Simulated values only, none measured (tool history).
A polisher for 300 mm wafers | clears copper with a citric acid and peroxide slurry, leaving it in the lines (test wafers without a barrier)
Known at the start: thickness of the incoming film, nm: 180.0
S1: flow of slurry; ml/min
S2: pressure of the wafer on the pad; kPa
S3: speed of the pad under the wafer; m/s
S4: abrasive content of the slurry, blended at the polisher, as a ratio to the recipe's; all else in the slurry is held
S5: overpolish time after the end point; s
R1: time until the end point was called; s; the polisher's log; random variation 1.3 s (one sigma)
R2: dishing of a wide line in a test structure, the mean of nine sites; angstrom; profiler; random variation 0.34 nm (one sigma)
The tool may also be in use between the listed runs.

Run 1, hour 0.0: S1 265 ml/min, S2 15.2 kPa, S3 1.14 m/s, S4 1.00, S5 10 s. Result: R1 96.523 s, R2 150.02 angstrom.
Run 2, hour 2.0: S1 265 ml/min, S2 15.2 kPa, S3 1.14 m/s, S4 1.15, S5 10 s. Result: R1 89.553 s, R2 157.76 angstrom.
Run 3, hour 9.1: S1 260 ml/min, S2 16.5 kPa, S3 1.14 m/s, S4 1.10, S5 12 s. Result: R1 84.585 s, R2 202.11 angstrom.
Run 4, hour 13.1: S1 255 ml/min, S2 17.2 kPa, S3 1.14 m/s, S4 1.05, S5 13 s. Result: R1 81.444 s, R2 219.67 angstrom.
Run 5, hour 14.8: S1 255 ml/min, S2 20.0 kPa, S3 1.14 m/s, S4 1.05, S5 13 s. Result: R1 70.379 s, R2 256.37 angstrom.
Run 6, hour 19.4: S1 255 ml/min, S2 19.3 kPa, S3 1.14 m/s, S4 1.05, S5 14 s. Result: R1 74.245 s, R2 264.72 angstrom.
Run 7, hour 21.8: S1 255 ml/min, S2 19.3 kPa, S3 1.14 m/s, S4 1.05, S5 15 s. Result: R1 71.711 s, R2 275.35 angstrom.
Run 8, hour 25.5: S1 250 ml/min, S2 18.6 kPa, S3 1.14 m/s, S4 1.05, S5 16 s. Result: R1 75.845 s, R2 289.12 angstrom.
Run 9, hour 28.2: S1 245 ml/min, S2 18.6 kPa, S3 1.14 m/s, S4 1.05, S5 17 s. Result: R1 77.953 s, R2 298.13 angstrom.

Run 10 comes next. What will it give?
Run 10, hour 34.0: S1 260 ml/min, S2 18.6 kPa, S3 1.14 m/s, S4 1.05, S5 17 s. Result: R1 ?, R2 ?.

Run 10 gave R1 75.173 s, R2 300.54 angstrom.

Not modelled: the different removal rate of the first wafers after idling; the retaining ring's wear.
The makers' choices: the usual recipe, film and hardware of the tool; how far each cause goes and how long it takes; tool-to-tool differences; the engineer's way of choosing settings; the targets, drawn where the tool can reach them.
